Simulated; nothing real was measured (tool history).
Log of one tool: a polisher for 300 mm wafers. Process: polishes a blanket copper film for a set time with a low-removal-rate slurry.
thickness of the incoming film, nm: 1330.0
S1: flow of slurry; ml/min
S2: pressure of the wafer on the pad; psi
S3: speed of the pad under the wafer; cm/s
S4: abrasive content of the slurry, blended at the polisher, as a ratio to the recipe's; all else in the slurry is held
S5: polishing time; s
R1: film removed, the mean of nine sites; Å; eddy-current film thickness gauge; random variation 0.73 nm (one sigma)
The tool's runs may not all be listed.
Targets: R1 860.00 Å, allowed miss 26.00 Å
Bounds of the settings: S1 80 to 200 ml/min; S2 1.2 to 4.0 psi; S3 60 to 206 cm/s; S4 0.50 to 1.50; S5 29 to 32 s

run  hour   S1   S2   S3    S4  S5       R1
  1   0.0  130  2.6  132  1.00  32  1165.50
  2   1.1  125  2.4  132  1.00  32  1052.30
  3   4.1  125  2.4  132  1.00  29   971.63
  4  11.9  125  2.4  132  1.10  29   987.64
  5  13.4  115  2.3  132  1.10  29   897.01
  6  15.4  115  2.3  132  1.10  32  1024.80
  7  17.0  115  2.3  132  1.10  32  1020.90
  8  23.5  115  2.3  132  1.10  32  1006.30
  9  30.1  110  2.2  132  1.10  32   951.57
 10  38.3  105  2.2  132  1.10  32   946.47
 11  46.2  100  2.2  132  1.10  32   938.01

Which of these 4 next moves meets every target?
  A  54.1  115  2.3  120  1.00  32   ?
  B  54.1  105  2.3  136  1.05  32   ?
  C  54.1   95  2.3  134  1.05  31   ?
  D  54.1  100  2.0  140  1.10  31   ?

move       R1
   A   913.89
   B  1006.60
   C   934.93
   D   869.84
A: nearer than the last run, and not there yet
B: further off than the last run
C: as far off as the last run
D: meets every target
Move D is the one to make.
